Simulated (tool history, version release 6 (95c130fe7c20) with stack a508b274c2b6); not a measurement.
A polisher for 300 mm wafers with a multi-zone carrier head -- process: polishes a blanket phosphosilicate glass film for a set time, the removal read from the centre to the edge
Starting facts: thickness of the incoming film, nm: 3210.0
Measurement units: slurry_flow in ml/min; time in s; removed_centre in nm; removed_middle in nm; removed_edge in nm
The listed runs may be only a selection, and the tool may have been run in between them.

| run | day | slurry_flow | centre_zone | middle_zone | edge_zone | slurry_solids | time | removed_centre | removed_middle | removed_edge |
|---|---|---|---|---|---|---|---|---|---|---|
| 1 | 0 | 250 | 1 | 1 | 1 | 1 | 47 | 332.51 | 370.3 | 390.44 |
| 2 | 0.038 | 235 | 0.97 | 1.01 | 0.97 | 1 | 47 | 322.84 | 370.49 | 375.12 |
| 3 | 0.112 | 220 | 0.94 | 1.01 | 0.97 | 1 | 47 | 309.88 | 371.29 | 374.96 |
| 4 | 0.442 | 220 | 0.94 | 1.01 | 1.05 | 1 | 47 | 307.62 | 366.38 | 394.28 |
|  | 0.483 | centre zone pressure recalibrated |
| 5 | 0.483 | 220 | 0.94 | 1.01 | 1.05 | 1 | 57 | 420.09 | 438.58 | 471.5 |
| 6 | 0.6 | 230 | 0.91 | 1.02 | 1.03 | 0.85 | 56 | 386.08 | 423.75 | 448.93 |

Run 7 has not been measured yet. What should we expect?
| 7 | 0.925 | 225 | 0.88 | 1.03 | 1 | 0.75 | 55 | ? | ? | ? |

{"run 7": {"removed_centre": 355.75, "removed_middle": 401.27, "removed_edge": 413.85}}

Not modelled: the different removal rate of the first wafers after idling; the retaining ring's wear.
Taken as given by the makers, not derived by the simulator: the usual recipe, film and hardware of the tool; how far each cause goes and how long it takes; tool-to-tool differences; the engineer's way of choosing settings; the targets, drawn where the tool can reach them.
